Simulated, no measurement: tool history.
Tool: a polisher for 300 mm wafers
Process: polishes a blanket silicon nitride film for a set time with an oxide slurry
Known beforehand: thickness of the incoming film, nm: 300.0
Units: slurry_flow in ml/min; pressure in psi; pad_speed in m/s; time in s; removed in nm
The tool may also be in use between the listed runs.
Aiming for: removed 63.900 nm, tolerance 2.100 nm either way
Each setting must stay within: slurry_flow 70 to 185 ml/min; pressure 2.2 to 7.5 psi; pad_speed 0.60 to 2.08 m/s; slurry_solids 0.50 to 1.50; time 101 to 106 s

run,hour,slurry_flow,pressure,pad_speed,slurry_solids,time,removed
1,0.0,120,4.8,1.34,1.00,101,83.151
2,1.2,115,4.5,1.34,1.00,101,77.722
3,3.5,115,4.5,1.34,1.00,106,81.748
4,9.2,130,4.5,1.34,1.00,106,84.027
5,14.1,130,4.5,1.34,1.00,106,83.642
# hour 19.9: worn pad replaced by a new one
6,19.9,130,4.5,1.34,1.00,106,91.930
7,23.6,115,4.5,1.34,1.00,106,90.126
8,31.9,125,4.1,1.34,1.00,106,83.717
9,35.2,120,3.6,1.30,1.00,106,70.895
10,37.0,115,3.5,1.30,1.00,106,68.794
11,42.9,110,3.4,1.30,1.00,106,66.716

5 candidate next runs follow, results not yet known. Just one meets every target within its allowed miss. Identify it.
A,48.8,115,3.6,1.32,0.90,101,?
B,48.8,100,2.8,1.74,1.00,106,?
C,48.8,100,3.6,1.28,1.05,104,?
D,48.8,115,3.2,1.34,1.10,106,?
E,48.8,145,2.6,1.38,1.35,106,?

move,removed
A,63.662
B,68.390
C,67.588
D,68.372
E,67.549
A: all results land within tolerance of their targets
B: misses by more than the last run did
C: misses by more than the last run did
D: misses by more than the last run did
E: misses by more than the last run did
A meets every target.
